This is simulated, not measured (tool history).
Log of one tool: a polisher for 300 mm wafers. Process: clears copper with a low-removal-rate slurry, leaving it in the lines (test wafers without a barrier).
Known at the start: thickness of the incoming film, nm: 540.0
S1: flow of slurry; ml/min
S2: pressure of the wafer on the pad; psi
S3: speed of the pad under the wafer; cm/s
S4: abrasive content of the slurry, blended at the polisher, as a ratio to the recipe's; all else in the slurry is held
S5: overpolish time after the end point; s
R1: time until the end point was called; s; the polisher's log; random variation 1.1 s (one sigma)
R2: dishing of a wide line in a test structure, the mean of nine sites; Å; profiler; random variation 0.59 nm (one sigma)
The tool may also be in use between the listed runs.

run  hour   S1   S2  S3  S4  S5      R1      R2
  1     0  240  4.1  86   1  20  167.04  408.16
  2   7.4  245  4.5  86   1  18  155.33  399.29
  3  12.1  245  4.9  86   1  16  143.57  387.06
  4  16.6  245  5.2  86   1  15  139.34  373.49
  5  25.7  250  5.5  86   1  15  134.17  395.74
  6  31.7  250  5.5  86   1  21  132.63  487.51
  7    33  250  5.5  86   1  21   129.8  502.58

Run 8 comes next. What will it give?
  8  36.4  265  6.1  88   1  11   ?   ?

R1: 118.61 s
R2: 340.28 Å
